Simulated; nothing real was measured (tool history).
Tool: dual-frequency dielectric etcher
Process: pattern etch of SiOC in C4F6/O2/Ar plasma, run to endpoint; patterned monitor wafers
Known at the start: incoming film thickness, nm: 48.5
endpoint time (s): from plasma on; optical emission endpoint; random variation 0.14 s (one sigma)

run,hour,bias power (W),source power (W),endpoint time (s)
1,0.0,621,250,18.092
2,1.6,621,230,19.212
3,8.9,560,230,19.928
4,11.2,531,220,20.526
# hour 12.2: wet clean of the chamber
5,12.2,480,220,22.197
6,20.4,574,220,20.632
7,26.2,545,220,21.174
8,27.4,521,220,21.599
9,29.1,503,220,21.886
10,36.1,488,220,22.031
11,39.3,473,220,22.373

Run 12 comes next. What will it give?
12,43.0,461,220,?

Run 12 gave endpoint time (s) 22.720.
